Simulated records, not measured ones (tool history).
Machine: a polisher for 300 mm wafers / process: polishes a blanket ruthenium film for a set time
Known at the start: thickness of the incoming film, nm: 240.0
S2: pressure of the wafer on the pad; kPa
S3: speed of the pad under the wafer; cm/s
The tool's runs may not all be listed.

{"run": 1, "hour": 0.0, "flow of slurry (ml/min)": 245, "S2": 17.2, "S3": 114, "polishing time (s)": 78, "film removed (angstrom)": 1455.6}
{"run": 2, "hour": 6.7, "flow of slurry (ml/min)": 220, "S2": 17.2, "S3": 114, "polishing time (s)": 78, "film removed (angstrom)": 1401.6}
{"run": 3, "hour": 10.9, "flow of slurry (ml/min)": 220, "S2": 17.2, "S3": 114, "polishing time (s)": 78, "film removed (angstrom)": 1402.5}
{"run": 4, "hour": 18.9, "flow of slurry (ml/min)": 230, "S2": 18.6, "S3": 114, "polishing time (s)": 78, "film removed (angstrom)": 1473.7}
{"run": 5, "hour": 25.0, "flow of slurry (ml/min)": 180, "S2": 18.6, "S3": 114, "polishing time (s)": 78, "film removed (angstrom)": 1459.8}
{"run": 6, "hour": 33.5, "flow of slurry (ml/min)": 180, "S2": 20.0, "S3": 114, "polishing time (s)": 78, "film removed (angstrom)": 1570.8}
{"run": 7, "hour": 37.1, "flow of slurry (ml/min)": 180, "S2": 24.8, "S3": 116, "polishing time (s)": 78, "film removed (angstrom)": 1858.3}

What does the tool deliver on the next run?
{"run": 8, "hour": 41.9, "flow of slurry (ml/min)": 180, "S2": 25.5, "S3": 116, "polishing time (s)": 78, "film removed (angstrom)": "?"}

film removed (angstrom): 1910.2

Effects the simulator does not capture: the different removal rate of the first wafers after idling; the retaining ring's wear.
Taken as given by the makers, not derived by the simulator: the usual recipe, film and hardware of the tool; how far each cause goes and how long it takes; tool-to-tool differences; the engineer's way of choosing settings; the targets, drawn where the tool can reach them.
